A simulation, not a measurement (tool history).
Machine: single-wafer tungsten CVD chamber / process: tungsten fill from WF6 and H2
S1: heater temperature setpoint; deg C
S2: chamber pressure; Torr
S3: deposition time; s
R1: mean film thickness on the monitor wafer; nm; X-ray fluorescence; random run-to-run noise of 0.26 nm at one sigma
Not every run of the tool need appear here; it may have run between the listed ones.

run,hour,S1,S2,S3,R1
1,0.0,400,38.9,22.3,76.339
2,1.4,403,39.0,22.3,80.117
3,5.1,406,39.1,22.3,83.622
4,6.1,409,39.2,22.3,88.326
5,11.2,409,34.9,22.3,83.202
6,18.7,404,34.9,22.3,76.838

Estimate the outcome of run 7 from the log above:
7,24.7,408,35.0,22.3,?

Run 7 gave R1 82.082 nm.

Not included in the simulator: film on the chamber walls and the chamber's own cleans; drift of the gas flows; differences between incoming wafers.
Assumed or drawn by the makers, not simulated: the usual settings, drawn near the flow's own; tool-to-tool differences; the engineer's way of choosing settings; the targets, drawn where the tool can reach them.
